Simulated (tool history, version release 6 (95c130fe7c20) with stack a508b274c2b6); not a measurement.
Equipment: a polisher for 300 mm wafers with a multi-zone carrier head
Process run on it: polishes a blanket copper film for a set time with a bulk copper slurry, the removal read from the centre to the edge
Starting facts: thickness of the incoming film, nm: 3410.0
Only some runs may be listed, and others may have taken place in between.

run,hour,flow of slurry (ml/min),pressure of the head's centre zone,pressure of the head's middle zone,pressure of the head's edge zone,abrasive content of the slurry,polishing time (s),film removed at the wafer's centre (Å),film removed at mid-radius (Å),film removed at the wafer's edge (Å)
1,0,210,1,1,1,1,31,3818.4,3733.4,3858
2,4.2,210,0.99,1.01,1.02,1.05,32,3962.4,3938.4,4088
3,6.1,210,0.99,1.01,1.02,1.2,32,4072.8,4009,4125.6
4,14.8,210,0.99,1.01,1.02,1.2,35,4372.5,4395.6,4465.5
5,15.5,210,0.99,1.01,0.97,1.2,35,4372.8,4456.4,4393.4
6,23.4,210,0.99,1.01,1.05,1.2,35,4404,4412.8,4550.6

Expected results for the next run?
7,26.8,240,0.89,1.09,1.15,1.45,39,?,?,?

film removed at the wafer's centre (Å): 4645.5
film removed at mid-radius (Å): 5533.3
film removed at the wafer's edge (Å): 5677.1
